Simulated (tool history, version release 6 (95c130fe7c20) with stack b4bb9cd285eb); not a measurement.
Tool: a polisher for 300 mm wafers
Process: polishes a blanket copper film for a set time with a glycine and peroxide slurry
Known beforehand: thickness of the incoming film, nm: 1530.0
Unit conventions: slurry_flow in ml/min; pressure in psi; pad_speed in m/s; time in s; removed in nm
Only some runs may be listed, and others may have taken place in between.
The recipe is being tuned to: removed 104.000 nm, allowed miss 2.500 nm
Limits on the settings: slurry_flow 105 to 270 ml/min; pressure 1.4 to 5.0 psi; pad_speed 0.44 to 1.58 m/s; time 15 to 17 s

{"run": 1, "hour": 0.0, "slurry_flow": 175, "pressure": 3.2, "pad_speed": 1.0, "time": 17, "removed": 85.512}
{"run": 2, "hour": 2.6, "slurry_flow": 185, "pressure": 3.4, "pad_speed": 1.0, "time": 17, "removed": 91.001}
{"run": 3, "hour": 8.2, "slurry_flow": 195, "pressure": 3.5, "pad_speed": 1.0, "time": 17, "removed": 92.992}
{"run": 4, "hour": 15.4, "slurry_flow": 195, "pressure": 3.5, "pad_speed": 0.84, "time": 17, "removed": 79.839}
{"run": 5, "hour": 18.8, "slurry_flow": 195, "pressure": 3.8, "pad_speed": 0.84, "time": 17, "removed": 85.142}
{"run": 6, "hour": 27.7, "slurry_flow": 235, "pressure": 3.8, "pad_speed": 0.84, "time": 17, "removed": 87.883}
{"run": 7, "hour": 32.9, "slurry_flow": 235, "pressure": 4.0, "pad_speed": 0.84, "time": 17, "removed": 90.589}
{"run": 8, "hour": 34.9, "slurry_flow": 235, "pressure": 4.2, "pad_speed": 0.84, "time": 17, "removed": 94.952}
{"run": 9, "hour": 37.4, "slurry_flow": 235, "pressure": 4.3, "pad_speed": 0.84, "time": 17, "removed": 96.853}
{"run": 10, "hour": 42.0, "slurry_flow": 235, "pressure": 4.4, "pad_speed": 0.84, "time": 17, "removed": 96.845}

Next run, 5 choices. One meets every target within its allowed miss, the rest don't. Which?
{"run": "A", "hour": 46.6, "slurry_flow": 215, "pressure": 4.7, "pad_speed": 0.76, "time": 17, "removed": "?"}
{"run": "B", "hour": 46.6, "slurry_flow": 255, "pressure": 4.9, "pad_speed": 0.86, "time": 15, "removed": "?"}
{"run": "C", "hour": 46.6, "slurry_flow": 160, "pressure": 4.2, "pad_speed": 0.84, "time": 17, "removed": "?"}
{"run": "D", "hour": 46.6, "slurry_flow": 205, "pressure": 4.7, "pad_speed": 0.82, "time": 17, "removed": "?"}
{"run": "E", "hour": 46.6, "slurry_flow": 230, "pressure": 5.0, "pad_speed": 0.92, "time": 15, "removed": "?"}

move=A removed=94.461
move=B removed=97.863
move=C removed=89.934
move=D removed=100.180
move=E removed=104.300
A: misses by more than the last run did
B: better than the last run, though not everything is in spec
C: misses by more than the last run did
D: better than the last run, though not everything is in spec
E: meets every target
Correct choice: E, which meets every target
